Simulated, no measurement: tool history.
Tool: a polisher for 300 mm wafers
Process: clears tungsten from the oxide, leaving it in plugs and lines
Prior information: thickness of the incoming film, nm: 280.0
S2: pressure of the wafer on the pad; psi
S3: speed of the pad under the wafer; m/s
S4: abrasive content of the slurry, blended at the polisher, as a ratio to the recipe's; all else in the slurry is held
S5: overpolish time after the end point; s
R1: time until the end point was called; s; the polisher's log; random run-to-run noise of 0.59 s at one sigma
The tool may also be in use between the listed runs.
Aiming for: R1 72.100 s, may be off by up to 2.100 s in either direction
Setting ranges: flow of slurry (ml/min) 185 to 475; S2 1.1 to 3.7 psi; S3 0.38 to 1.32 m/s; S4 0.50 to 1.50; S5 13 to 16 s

run 1 hour=0.0 | flow_of_slurry_(ml/min)=305 S2=2.4 S3=0.84 S4=1.00 S5=16 | R1=108.380
run 2 hour=1.0 | flow_of_slurry_(ml/min)=305 S2=2.4 S3=0.74 S4=1.00 S5=16 | R1=120.300
run 3 hour=7.2 | flow_of_slurry_(ml/min)=305 S2=2.4 S3=0.74 S4=1.00 S5=13 | R1=120.510
run 4 hour=9.4 | flow_of_slurry_(ml/min)=305 S2=2.6 S3=0.74 S4=1.00 S5=13 | R1=112.280
run 5 hour=16.6 | flow_of_slurry_(ml/min)=340 S2=2.6 S3=0.74 S4=1.00 S5=13 | R1=111.830
run 6 hour=21.2 | flow_of_slurry_(ml/min)=340 S2=2.8 S3=0.74 S4=1.00 S5=13 | R1=105.130
run 7 hour=25.1 | flow_of_slurry_(ml/min)=340 S2=3.0 S3=0.76 S4=1.00 S5=13 | R1=95.847
run 8 hour=31.2 | flow_of_slurry_(ml/min)=340 S2=3.1 S3=0.76 S4=1.00 S5=13 | R1=94.808
run 9 hour=34.0 | flow_of_slurry_(ml/min)=340 S2=3.2 S3=0.78 S4=1.00 S5=13 | R1=89.317
run 10 hour=42.6 | flow_of_slurry_(ml/min)=340 S2=3.3 S3=0.80 S4=1.00 S5=13 | R1=84.355
-- hour=48.1 slurry nozzle cleaned
run 11 hour=48.1 | flow_of_slurry_(ml/min)=340 S2=3.4 S3=0.80 S4=1.00 S5=13 | R1=81.925
run 12 hour=53.6 | flow_of_slurry_(ml/min)=340 S2=3.5 S3=0.80 S4=1.00 S5=13 | R1=81.668
run 13 hour=57.3 | flow_of_slurry_(ml/min)=340 S2=3.5 S3=0.80 S4=1.00 S5=13 | R1=79.874
run 14 hour=64.7 | flow_of_slurry_(ml/min)=345 S2=3.6 S3=0.82 S4=1.00 S5=13 | R1=76.964

Which of these 4 next moves meets every target?
run A hour=72.1 | flow_of_slurry_(ml/min)=325 S2=3.4 S3=0.74 S4=1.10 S5=13 | R1=?
run B hour=72.1 | flow_of_slurry_(ml/min)=330 S2=3.7 S3=0.86 S4=1.00 S5=13 | R1=?
run C hour=72.1 | flow_of_slurry_(ml/min)=300 S2=3.6 S3=0.76 S4=1.05 S5=13 | R1=?
run D hour=72.1 | flow_of_slurry_(ml/min)=350 S2=3.0 S3=0.94 S4=1.05 S5=13 | R1=?

move=A R1=86.702
move=B R1=72.560
move=C R1=81.771
move=D R1=80.133
A: moves away from the targets compared with the last run
B: hits every target within its allowed miss
C: moves away from the targets compared with the last run
D: moves away from the targets compared with the last run
Correct choice: B, which meets every target
